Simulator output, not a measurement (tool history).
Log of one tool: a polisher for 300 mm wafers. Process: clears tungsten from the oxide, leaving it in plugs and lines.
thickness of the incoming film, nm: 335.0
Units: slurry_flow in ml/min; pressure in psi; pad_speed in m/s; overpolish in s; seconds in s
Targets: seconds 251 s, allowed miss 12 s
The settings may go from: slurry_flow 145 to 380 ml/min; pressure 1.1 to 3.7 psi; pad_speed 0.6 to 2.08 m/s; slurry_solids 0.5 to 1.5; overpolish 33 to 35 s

run    day  slurry_flow  pressure  pad_speed  slurry_solids  overpolish  seconds
  1      0          245       2.4       1.34              1          33   113.21
  2  0.175          245       2.4       1.58              1          33   98.304
  3    0.5          245       2.3       1.52              1          33   108.54
  4  0.567          245       2.2       1.48              1          33   112.26
  5  0.621          245       2.1       1.42              1          33   125.97
  6  0.829          245         2       1.38              1          33   133.64
  7  0.971          245       1.9       1.34              1          33   145.94
  8  1.108          245       1.8       1.32              1          33   150.96
  9  1.208          245       1.7       1.28              1          33   167.81
 10   1.45          245       1.7       1.28              1          33   164.48
 11  1.488          245       1.6       1.26              1          33   180.42
 12  1.783          245       1.5       1.24              1          33   192.18
 13  1.967          245       1.1        1.1              1          33    283.1
 14  2.079          245       1.2        1.1              1          33    260.5

Which of these 4 next moves meets every target?
  A  2.192          235       1.3       0.96              1          35        ?
  B  2.192          315       1.2       1.22           0.75          33        ?
  C  2.192          250       1.1        1.2            0.8          33        ?
  D  2.192          255       1.1        1.2           0.65          35        ?

move  seconds
   A   275.34
   B   247.57
   C   275.74
   D   279.28
A: further off than the last run
B: meets every target
C: further off than the last run
D: further off than the last run
The right move is B.

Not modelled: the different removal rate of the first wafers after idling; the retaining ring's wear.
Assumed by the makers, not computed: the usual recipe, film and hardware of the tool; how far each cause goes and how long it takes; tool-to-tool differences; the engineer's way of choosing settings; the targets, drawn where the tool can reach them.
